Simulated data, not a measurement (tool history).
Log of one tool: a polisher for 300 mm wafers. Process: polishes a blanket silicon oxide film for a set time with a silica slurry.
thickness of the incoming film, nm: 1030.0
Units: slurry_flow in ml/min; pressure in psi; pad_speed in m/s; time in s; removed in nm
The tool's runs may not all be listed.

run    day  slurry_flow  pressure  pad_speed  slurry_solids  time  removed
  1      0          310       3.7        1.2              1    55   198.62
  2  0.096          310       3.7       0.96              1    55   165.77
  3  0.188          315         4       0.96              1    55   173.27
  4  0.442          315       4.9       0.96              1    55   193.84
  5  0.525          315       4.9       0.96              1    55   197.49
  6   0.65          315       5.2       0.96              1    55   205.14

Forecast run 7:
  7  0.775          315       5.4       0.96              1    55        ?

removed: 208.12 nm

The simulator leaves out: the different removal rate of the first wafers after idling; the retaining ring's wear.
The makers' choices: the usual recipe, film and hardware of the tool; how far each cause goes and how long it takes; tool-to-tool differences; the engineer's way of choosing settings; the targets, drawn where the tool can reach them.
